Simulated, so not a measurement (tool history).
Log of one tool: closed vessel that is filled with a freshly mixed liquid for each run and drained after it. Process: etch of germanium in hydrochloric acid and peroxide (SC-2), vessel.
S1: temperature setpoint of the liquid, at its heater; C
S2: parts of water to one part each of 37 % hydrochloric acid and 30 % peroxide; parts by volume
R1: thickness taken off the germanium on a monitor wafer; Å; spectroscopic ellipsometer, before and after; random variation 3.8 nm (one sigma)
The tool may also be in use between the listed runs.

Run 1, hour 0: S1 62 C, S2 10 parts by volume, time in the liquid (s) 95. Result: R1 3636.4 Å.
Run 2, hour 1.9: S1 62 C, S2 12 parts by volume, time in the liquid (s) 95. Result: R1 3533.7 Å.
Run 3, hour 10.4: S1 64 C, S2 11.5 parts by volume, time in the liquid (s) 95. Result: R1 3770 Å.
Run 4, hour 14.7: S1 65.5 C, S2 11 parts by volume, time in the liquid (s) 95. Result: R1 3885.4 Å.
Run 5, hour 20: S1 66.5 C, S2 10.5 parts by volume, time in the liquid (s) 95. Result: R1 4101.9 Å.
Run 6, hour 25.9: S1 66.5 C, S2 10.5 parts by volume, time in the liquid (s) 100. Result: R1 4327.3 Å.
Run 7, hour 28.9: S1 67.5 C, S2 10.5 parts by volume, time in the liquid (s) 100. Result: R1 4399.2 Å.
Run 8, hour 33.5: S1 68.5 C, S2 10 parts by volume, time in the liquid (s) 100. Result: R1 4659.1 Å.

Run 9 comes next. What will it give?
Run 9, hour 39.6: S1 69 C, S2 10 parts by volume, time in the liquid (s) 100. Result: R1 ?.

R1: 4591.9 Å

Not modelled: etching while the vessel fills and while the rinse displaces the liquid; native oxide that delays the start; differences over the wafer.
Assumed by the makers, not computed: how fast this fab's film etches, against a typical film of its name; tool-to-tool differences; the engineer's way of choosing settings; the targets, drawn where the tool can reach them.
